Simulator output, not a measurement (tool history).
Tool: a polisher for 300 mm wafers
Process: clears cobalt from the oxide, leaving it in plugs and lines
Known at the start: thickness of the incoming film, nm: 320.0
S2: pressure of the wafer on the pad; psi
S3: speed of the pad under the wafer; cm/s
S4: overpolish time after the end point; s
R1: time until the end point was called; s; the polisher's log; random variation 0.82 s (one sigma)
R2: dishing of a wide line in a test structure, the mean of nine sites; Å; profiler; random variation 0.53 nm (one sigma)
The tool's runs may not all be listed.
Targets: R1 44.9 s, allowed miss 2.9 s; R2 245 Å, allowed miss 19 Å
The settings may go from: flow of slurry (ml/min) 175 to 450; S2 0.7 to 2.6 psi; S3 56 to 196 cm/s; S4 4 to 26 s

{"run": 1, "hour": 0.0, "flow of slurry (ml/min)": 290, "S2": 1.6, "S3": 126, "S4": 13, "R1": 56.186, "R2": 498.27}
{"run": 2, "hour": 4.9, "flow of slurry (ml/min)": 260, "S2": 1.6, "S3": 126, "S4": 13, "R1": 55.962, "R2": 510.31}
{"run": 3, "hour": 8.9, "flow of slurry (ml/min)": 310, "S2": 1.6, "S3": 126, "S4": 13, "R1": 55.396, "R2": 510.1}
{"run": 4, "hour": 11.0, "flow of slurry (ml/min)": 310, "S2": 1.6, "S3": 126, "S4": 10, "R1": 55.426, "R2": 420.95}
{"run": 5, "hour": 14.8, "flow of slurry (ml/min)": 280, "S2": 1.6, "S3": 126, "S4": 10, "R1": 55.349, "R2": 405.96}
{"run": 6, "hour": 20.0, "flow of slurry (ml/min)": 245, "S2": 1.7, "S3": 126, "S4": 8, "R1": 54.12, "R2": 351.86}
{"run": 7, "hour": 28.6, "flow of slurry (ml/min)": 225, "S2": 1.9, "S3": 116, "S4": 7, "R1": 52.672, "R2": 331.05}
{"run": 8, "hour": 32.1, "flow of slurry (ml/min)": 210, "S2": 2.1, "S3": 106, "S4": 6, "R1": 52.786, "R2": 313.75}
{"run": 9, "hour": 34.9, "flow of slurry (ml/min)": 200, "S2": 2.1, "S3": 112, "S4": 5, "R1": 49.547, "R2": 273.41}

4 next moves are on the table. One of them brings every result within its allowed miss. Which?
{"run": "A", "hour": 37.7, "flow of slurry (ml/min)": 175, "S2": 2.2, "S3": 122, "S4": 4, "R1": "?", "R2": "?"}
{"run": "B", "hour": 37.7, "flow of slurry (ml/min)": 180, "S2": 2.2, "S3": 108, "S4": 6, "R1": "?", "R2": "?"}
{"run": "C", "hour": 37.7, "flow of slurry (ml/min)": 240, "S2": 2.3, "S3": 88, "S4": 7, "R1": "?", "R2": "?"}
{"run": "D", "hour": 37.7, "flow of slurry (ml/min)": 190, "S2": 2, "S3": 148, "S4": 4, "R1": "?", "R2": "?"}

move=A R1=44.475 R2=239.32
move=B R1=49.84 R2=304.11
move=C R1=56.076 R2=313.12
move=D R1=40.001 R2=261.45
A: meets every target
B: further off than the last run
C: further off than the last run
D: takes the result that was furthest off past its target
The right move is A.
